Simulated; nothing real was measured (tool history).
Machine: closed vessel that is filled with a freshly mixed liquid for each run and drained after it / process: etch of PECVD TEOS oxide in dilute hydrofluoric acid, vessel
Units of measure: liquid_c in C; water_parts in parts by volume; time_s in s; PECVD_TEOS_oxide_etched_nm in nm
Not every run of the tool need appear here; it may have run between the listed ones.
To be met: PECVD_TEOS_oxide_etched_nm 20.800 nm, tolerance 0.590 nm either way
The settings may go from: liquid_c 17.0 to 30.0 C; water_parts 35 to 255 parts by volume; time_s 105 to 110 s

run 1 hour=0.0 | liquid_c=22.0 water_parts=145 time_s=105 | PECVD_TEOS_oxide_etched_nm=10.354
run 2 hour=7.3 | liquid_c=22.0 water_parts=120 time_s=105 | PECVD_TEOS_oxide_etched_nm=12.967
run 3 hour=15.2 | liquid_c=24.0 water_parts=115 time_s=105 | PECVD_TEOS_oxide_etched_nm=14.638
run 4 hour=21.5 | liquid_c=25.5 water_parts=115 time_s=105 | PECVD_TEOS_oxide_etched_nm=15.801
run 5 hour=27.7 | liquid_c=26.5 water_parts=110 time_s=105 | PECVD_TEOS_oxide_etched_nm=16.832
run 6 hour=33.5 | liquid_c=26.5 water_parts=80 time_s=105 | PECVD_TEOS_oxide_etched_nm=24.377
run 7 hour=42.4 | liquid_c=25.5 water_parts=80 time_s=105 | PECVD_TEOS_oxide_etched_nm=23.618
run 8 hour=46.8 | liquid_c=24.5 water_parts=80 time_s=105 | PECVD_TEOS_oxide_etched_nm=22.460

Consider the 5 candidate settings below. Which is the only one whose results all fall within their allowed miss of target?
run A hour=51.2 | liquid_c=23.5 water_parts=75 time_s=110 | PECVD_TEOS_oxide_etched_nm=?
run B hour=51.2 | liquid_c=24.5 water_parts=75 time_s=105 | PECVD_TEOS_oxide_etched_nm=?
run C hour=51.2 | liquid_c=23.0 water_parts=85 time_s=110 | PECVD_TEOS_oxide_etched_nm=?
run D hour=51.2 | liquid_c=24.0 water_parts=75 time_s=110 | PECVD_TEOS_oxide_etched_nm=?
run E hour=51.2 | liquid_c=22.5 water_parts=70 time_s=105 | PECVD_TEOS_oxide_etched_nm=?

move=A PECVD_TEOS_oxide_etched_nm=24.462
move=B PECVD_TEOS_oxide_etched_nm=24.312
move=C PECVD_TEOS_oxide_etched_nm=20.890
move=D PECVD_TEOS_oxide_etched_nm=24.961
move=E PECVD_TEOS_oxide_etched_nm=24.169
A: misses by more than the last run did
B: misses by more than the last run did
C: all results land within tolerance of their targets
D: misses by more than the last run did
E: misses by more than the last run did
C is the move that brings every result within its allowed miss.

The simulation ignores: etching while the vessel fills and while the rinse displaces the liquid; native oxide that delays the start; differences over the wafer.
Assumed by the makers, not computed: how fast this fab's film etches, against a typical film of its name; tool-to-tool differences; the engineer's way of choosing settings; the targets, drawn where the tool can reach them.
